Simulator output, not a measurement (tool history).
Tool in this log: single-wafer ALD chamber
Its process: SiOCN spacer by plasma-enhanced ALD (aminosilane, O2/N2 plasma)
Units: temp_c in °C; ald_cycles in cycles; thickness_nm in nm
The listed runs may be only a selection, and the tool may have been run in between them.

run	hour	temp_c	ald_cycles	thickness_nm
1	0.0	395	78	4.6101
2	4.3	395	80	4.7502
3	6.6	389	80	4.7453
4	11.5	399	80	4.7430
5	15.4	399	81	4.7867
6	21.7	399	82	4.8340
7	29.5	399	83	4.9293
8	32.9	399	84	4.9756

Estimate the outcome of run 9 from the log above:
9	39.4	399	85	?

{"run 9": {"thickness_nm": 5.051}}

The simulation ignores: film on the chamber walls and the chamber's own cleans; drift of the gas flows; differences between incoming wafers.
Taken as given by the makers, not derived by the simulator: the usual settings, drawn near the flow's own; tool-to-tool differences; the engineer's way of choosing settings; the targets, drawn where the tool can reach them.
